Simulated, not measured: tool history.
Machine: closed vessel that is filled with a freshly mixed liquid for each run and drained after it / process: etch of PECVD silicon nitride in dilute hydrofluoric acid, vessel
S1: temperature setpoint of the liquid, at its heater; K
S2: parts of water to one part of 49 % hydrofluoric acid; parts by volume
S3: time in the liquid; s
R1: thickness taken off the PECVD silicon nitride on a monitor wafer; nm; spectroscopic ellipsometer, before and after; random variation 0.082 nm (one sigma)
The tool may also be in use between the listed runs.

run,hour,S1,S2,S3,R1
1,0.0,293.15,180,175,4.4882
2,6.4,294.65,175,175,4.9890
3,11.8,297.15,175,175,5.8694
4,15.5,297.15,175,175,5.8900
5,18.8,298.15,170,175,6.4801
6,24.1,298.65,165,175,6.7868
7,32.9,299.15,160,175,7.2819
8,35.3,299.65,160,175,7.4634

Expected results for the next run?
9,42.6,300.15,160,175,?

Run 9 produced R1 7.6728 nm.
